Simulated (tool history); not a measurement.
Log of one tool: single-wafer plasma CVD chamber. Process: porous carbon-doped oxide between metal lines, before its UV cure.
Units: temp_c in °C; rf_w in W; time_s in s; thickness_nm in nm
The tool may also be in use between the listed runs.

run 1 hour=0.0 | temp_c=285 rf_w=435 time_s=17.9 | thickness_nm=91.781
run 2 hour=5.4 | temp_c=285 rf_w=435 time_s=16.9 | thickness_nm=87.078
run 3 hour=7.9 | temp_c=279 rf_w=435 time_s=16.9 | thickness_nm=90.646
run 4 hour=8.9 | temp_c=271 rf_w=435 time_s=16.9 | thickness_nm=95.834
run 5 hour=13.8 | temp_c=271 rf_w=395 time_s=16.9 | thickness_nm=87.305
run 6 hour=22.3 | temp_c=269 rf_w=405 time_s=16.9 | thickness_nm=90.764
run 7 hour=27.4 | temp_c=267 rf_w=415 time_s=16.9 | thickness_nm=94.190
run 8 hour=31.4 | temp_c=266 rf_w=420 time_s=16.9 | thickness_nm=95.888

Forecast run 9:
run 9 hour=39.6 | temp_c=265 rf_w=425 time_s=16.9 | thickness_nm=?

thickness_nm: 98.006 nm

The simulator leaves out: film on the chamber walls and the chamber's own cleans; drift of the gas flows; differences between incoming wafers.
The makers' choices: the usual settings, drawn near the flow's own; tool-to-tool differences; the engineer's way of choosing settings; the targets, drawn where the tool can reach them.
